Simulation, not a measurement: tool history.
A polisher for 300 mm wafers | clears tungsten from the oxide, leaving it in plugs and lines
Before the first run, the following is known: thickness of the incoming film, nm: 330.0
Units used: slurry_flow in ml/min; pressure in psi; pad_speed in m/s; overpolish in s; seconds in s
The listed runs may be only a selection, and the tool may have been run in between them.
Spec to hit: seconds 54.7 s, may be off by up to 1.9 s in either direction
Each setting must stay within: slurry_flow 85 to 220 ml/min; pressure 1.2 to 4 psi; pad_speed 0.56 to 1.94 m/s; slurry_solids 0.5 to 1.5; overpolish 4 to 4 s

{"run": 1, "day": 0.0, "slurry_flow": 140, "pressure": 2.6, "pad_speed": 1.24, "slurry_solids": 1, "overpolish": 4, "seconds": 83.875}
{"run": 2, "day": 0.092, "slurry_flow": 140, "pressure": 2.6, "pad_speed": 1.06, "slurry_solids": 1, "overpolish": 4, "seconds": 96.024}
{"run": 3, "day": 0.312, "slurry_flow": 145, "pressure": 3, "pad_speed": 1.06, "slurry_solids": 1, "overpolish": 4, "seconds": 83.509}
{"run": 4, "day": 0.604, "slurry_flow": 145, "pressure": 3, "pad_speed": 1.06, "slurry_solids": 0.8, "overpolish": 4, "seconds": 86.81}
{"day": 0.788, "done": "head pressure recalibrated"}
{"run": 5, "day": 0.788, "slurry_flow": 145, "pressure": 3, "pad_speed": 1.06, "slurry_solids": 0.8, "overpolish": 4, "seconds": 81.202}
{"run": 6, "day": 1.008, "slurry_flow": 145, "pressure": 3, "pad_speed": 0.82, "slurry_solids": 0.8, "overpolish": 4, "seconds": 104.18}
{"run": 7, "day": 1.321, "slurry_flow": 150, "pressure": 3.3, "pad_speed": 0.9, "slurry_solids": 0.8, "overpolish": 4, "seconds": 86.82}
{"run": 8, "day": 1.367, "slurry_flow": 155, "pressure": 3.5, "pad_speed": 0.98, "slurry_solids": 0.8, "overpolish": 4, "seconds": 75.316}
{"run": 9, "day": 1.667, "slurry_flow": 160, "pressure": 3.7, "pad_speed": 1.04, "slurry_solids": 0.8, "overpolish": 4, "seconds": 66.237}
{"run": 10, "day": 1.842, "slurry_flow": 165, "pressure": 3.8, "pad_speed": 1.06, "slurry_solids": 0.8, "overpolish": 4, "seconds": 63.677}

Which one of the following 4 next-run settings gets every result inside its allowed miss? There is exactly one.
{"run": "A", "day": 2.017, "slurry_flow": 135, "pressure": 3.6, "pad_speed": 1.24, "slurry_solids": 0.8, "overpolish": 4, "seconds": "?"}
{"run": "B", "day": 2.017, "slurry_flow": 145, "pressure": 4, "pad_speed": 1.08, "slurry_solids": 0.7, "overpolish": 4, "seconds": "?"}
{"run": "C", "day": 2.017, "slurry_flow": 175, "pressure": 3.9, "pad_speed": 1.06, "slurry_solids": 0.8, "overpolish": 4, "seconds": "?"}
{"run": "D", "day": 2.017, "slurry_flow": 155, "pressure": 3.8, "pad_speed": 1.22, "slurry_solids": 0.85, "overpolish": 4, "seconds": "?"}

move=A seconds=58.595
move=B seconds=61.212
move=C seconds=60.863
move=D seconds=54.772
A: an improvement on the last run, though not all results are within tolerance
B: an improvement on the last run, though not all results are within tolerance
C: an improvement on the last run, though not all results are within tolerance
D: hits every target within its allowed miss
Go with D: it meets all targets.
